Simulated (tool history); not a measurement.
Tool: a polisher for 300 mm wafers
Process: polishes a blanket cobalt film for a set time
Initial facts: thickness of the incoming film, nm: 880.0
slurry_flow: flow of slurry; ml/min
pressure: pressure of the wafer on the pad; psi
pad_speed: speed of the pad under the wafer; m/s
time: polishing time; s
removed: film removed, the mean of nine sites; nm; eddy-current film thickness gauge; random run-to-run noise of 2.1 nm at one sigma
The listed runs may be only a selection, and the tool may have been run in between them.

run,hour,slurry_flow,pressure,pad_speed,time,removed
1,0.0,235,1.6,1.04,38,163.12
2,3.5,235,1.6,1.04,38,163.44
3,6.8,240,1.9,1.04,38,190.77
4,8.4,245,2.1,1.06,38,215.14
5,11.2,245,2.2,1.08,38,228.19
6,18.4,250,2.3,1.10,38,241.60
7,20.4,250,2.4,1.12,38,255.22

Forecast run 8:
8,20.9,250,2.4,1.12,38,?

removed: 255.32 nm
